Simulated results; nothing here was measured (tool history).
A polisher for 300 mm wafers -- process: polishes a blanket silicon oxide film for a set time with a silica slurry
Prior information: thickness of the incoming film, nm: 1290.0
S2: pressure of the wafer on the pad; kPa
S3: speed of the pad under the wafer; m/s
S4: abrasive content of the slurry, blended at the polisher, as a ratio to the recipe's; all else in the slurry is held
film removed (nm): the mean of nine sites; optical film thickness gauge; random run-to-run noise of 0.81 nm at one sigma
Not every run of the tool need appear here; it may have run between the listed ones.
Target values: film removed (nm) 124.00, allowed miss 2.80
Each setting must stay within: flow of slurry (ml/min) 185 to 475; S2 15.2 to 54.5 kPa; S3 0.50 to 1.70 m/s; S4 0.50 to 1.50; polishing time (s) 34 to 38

{"run": 1, "day": 0.0, "flow of slurry (ml/min)": 305, "S2": 34.5, "S3": 1.1, "S4": 1.0, "polishing time (s)": 38, "film removed (nm)": 146.38}
{"run": 2, "day": 0.242, "flow of slurry (ml/min)": 300, "S2": 33.1, "S3": 1.1, "S4": 1.0, "polishing time (s)": 38, "film removed (nm)": 139.85}
{"run": 3, "day": 0.562, "flow of slurry (ml/min)": 300, "S2": 33.1, "S3": 1.22, "S4": 1.0, "polishing time (s)": 38, "film removed (nm)": 149.92}
{"run": 4, "day": 0.738, "flow of slurry (ml/min)": 300, "S2": 33.1, "S3": 1.22, "S4": 1.2, "polishing time (s)": 38, "film removed (nm)": 162.98}
{"run": 5, "day": 1.012, "flow of slurry (ml/min)": 300, "S2": 33.1, "S3": 1.1, "S4": 1.2, "polishing time (s)": 38, "film removed (nm)": 150.69}
{"run": 6, "day": 1.192, "flow of slurry (ml/min)": 295, "S2": 31.7, "S3": 1.1, "S4": 1.2, "polishing time (s)": 38, "film removed (nm)": 145.31}
{"run": 7, "day": 1.458, "flow of slurry (ml/min)": 295, "S2": 30.3, "S3": 1.1, "S4": 1.2, "polishing time (s)": 38, "film removed (nm)": 141.32}
{"run": 8, "day": 1.804, "flow of slurry (ml/min)": 295, "S2": 29.0, "S3": 1.1, "S4": 1.2, "polishing time (s)": 38, "film removed (nm)": 134.93}
{"run": 9, "day": 1.975, "flow of slurry (ml/min)": 295, "S2": 28.3, "S3": 1.1, "S4": 1.2, "polishing time (s)": 38, "film removed (nm)": 131.7}
{"run": 10, "day": 2.275, "flow of slurry (ml/min)": 295, "S2": 28.3, "S3": 1.1, "S4": 1.2, "polishing time (s)": 38, "film removed (nm)": 132.73}

Next run, 5 choices. One meets every target within its allowed miss, the rest don't. Which?
{"run": "A", "day": 2.575, "flow of slurry (ml/min)": 280, "S2": 33.1, "S3": 0.9, "S4": 1.2, "polishing time (s)": 34, "film removed (nm)": "?"}
{"run": "B", "day": 2.575, "flow of slurry (ml/min)": 285, "S2": 29.0, "S3": 1.08, "S4": 1.15, "polishing time (s)": 34, "film removed (nm)": "?"}
{"run": "C", "day": 2.575, "flow of slurry (ml/min)": 290, "S2": 29.0, "S3": 1.2, "S4": 1.25, "polishing time (s)": 36, "film removed (nm)": "?"}
{"run": "D", "day": 2.575, "flow of slurry (ml/min)": 375, "S2": 26.2, "S3": 1.18, "S4": 1.0, "polishing time (s)": 38, "film removed (nm)": "?"}
{"run": "E", "day": 2.575, "flow of slurry (ml/min)": 290, "S2": 26.9, "S3": 1.1, "S4": 1.25, "polishing time (s)": 35, "film removed (nm)": "?"}

move=A film_removed_(nm)=117.96
move=B film_removed_(nm)=118.14
move=C film_removed_(nm)=139.37
move=D film_removed_(nm)=124.60
move=E film_removed_(nm)=120.36
A: takes the biggest miss from the last run beyond its target
B: takes the biggest miss from the last run beyond its target
C: moves away from the targets compared with the last run
D: each result inside its tolerance
E: takes the biggest miss from the last run beyond its target
Correct choice: D, which meets every target
